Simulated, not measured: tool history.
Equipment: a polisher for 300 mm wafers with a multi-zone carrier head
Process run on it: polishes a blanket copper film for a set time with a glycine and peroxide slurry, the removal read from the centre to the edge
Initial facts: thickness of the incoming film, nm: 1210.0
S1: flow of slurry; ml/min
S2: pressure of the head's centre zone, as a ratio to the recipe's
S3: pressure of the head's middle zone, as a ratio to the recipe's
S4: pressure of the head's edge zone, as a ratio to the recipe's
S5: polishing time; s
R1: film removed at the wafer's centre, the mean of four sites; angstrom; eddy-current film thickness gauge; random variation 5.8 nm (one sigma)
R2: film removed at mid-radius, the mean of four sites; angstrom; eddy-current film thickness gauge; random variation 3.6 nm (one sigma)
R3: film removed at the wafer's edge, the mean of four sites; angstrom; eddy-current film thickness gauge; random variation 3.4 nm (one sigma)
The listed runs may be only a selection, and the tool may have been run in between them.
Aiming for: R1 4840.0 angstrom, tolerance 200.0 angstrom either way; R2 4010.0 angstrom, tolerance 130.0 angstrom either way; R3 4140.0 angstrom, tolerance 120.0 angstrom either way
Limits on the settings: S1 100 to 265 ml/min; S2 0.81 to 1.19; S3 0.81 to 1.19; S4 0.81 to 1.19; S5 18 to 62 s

run 1 hour=0.0 | S1=170 S2=1.00 S3=1.00 S4=1.00 S5=40 | R1=3327.4 R2=3404.2 R3=3253.1
run 2 hour=3.5 | S1=170 S2=1.00 S3=1.00 S4=1.09 S5=40 | R1=3309.2 R2=3322.0 R3=3420.6
run 3 hour=12.3 | S1=170 S2=1.00 S3=1.00 S4=1.06 S5=40 | R1=3330.6 R2=3353.4 R3=3331.5
run 4 hour=13.5 | S1=180 S2=1.03 S3=1.00 S4=1.08 S5=41 | R1=3591.1 R2=3490.9 R3=3488.5
run 5 hour=20.4 | S1=180 S2=1.03 S3=1.00 S4=1.08 S5=48 | R1=4198.7 R2=4049.5 R3=4083.3
run 6 hour=26.0 | S1=215 S2=1.03 S3=1.00 S4=1.08 S5=48 | R1=4356.8 R2=4191.1 R3=4204.2
run 7 hour=32.6 | S1=215 S2=1.05 S3=0.99 S4=1.08 S5=48 | R1=4466.4 R2=4094.6 R3=4198.8
run 8 hour=36.4 | S1=215 S2=1.06 S3=0.99 S4=1.08 S5=48 | R1=4480.5 R2=4203.0 R3=4153.5
run 9 hour=37.3 | S1=215 S2=1.07 S3=0.98 S4=1.08 S5=48 | R1=4421.0 R2=4172.9 R3=4189.3
run 10 hour=44.3 | S1=215 S2=1.07 S3=0.98 S4=1.08 S5=48 | R1=4541.2 R2=4137.4 R3=4190.1

Below are 5 possible settings for the next run. Only one of them brings all results inside the allowed miss of their targets. Which is it?
run A hour=51.3 | S1=235 S2=0.96 S3=1.03 S4=0.99 S5=48 | R1=? R2=? R3=?
run B hour=51.3 | S1=200 S2=1.06 S3=1.02 S4=1.06 S5=49 | R1=? R2=? R3=?
run C hour=51.3 | S1=230 S2=1.14 S3=0.94 S4=1.06 S5=48 | R1=? R2=? R3=?
run D hour=51.3 | S1=260 S2=1.07 S3=0.98 S4=0.99 S5=51 | R1=? R2=? R3=?
run E hour=51.3 | S1=195 S2=0.96 S3=1.01 S4=1.12 S5=49 | R1=? R2=? R3=?

move=A R1=4056.8 R2=4373.6 R3=4005.0
move=B R1=4461.7 R2=4326.4 R3=4157.2
move=C R1=4805.5 R2=4034.0 R3=4137.3
move=D R1=4872.4 R2=4507.9 R3=4297.6
move=E R1=4019.7 R2=4275.5 R3=4262.2
A: moves away from the targets compared with the last run
B: moves away from the targets compared with the last run
C: in spec on every target
D: brings the last run's worst result on target, with another outside its allowed miss
E: moves away from the targets compared with the last run
Correct choice: C, which meets every target

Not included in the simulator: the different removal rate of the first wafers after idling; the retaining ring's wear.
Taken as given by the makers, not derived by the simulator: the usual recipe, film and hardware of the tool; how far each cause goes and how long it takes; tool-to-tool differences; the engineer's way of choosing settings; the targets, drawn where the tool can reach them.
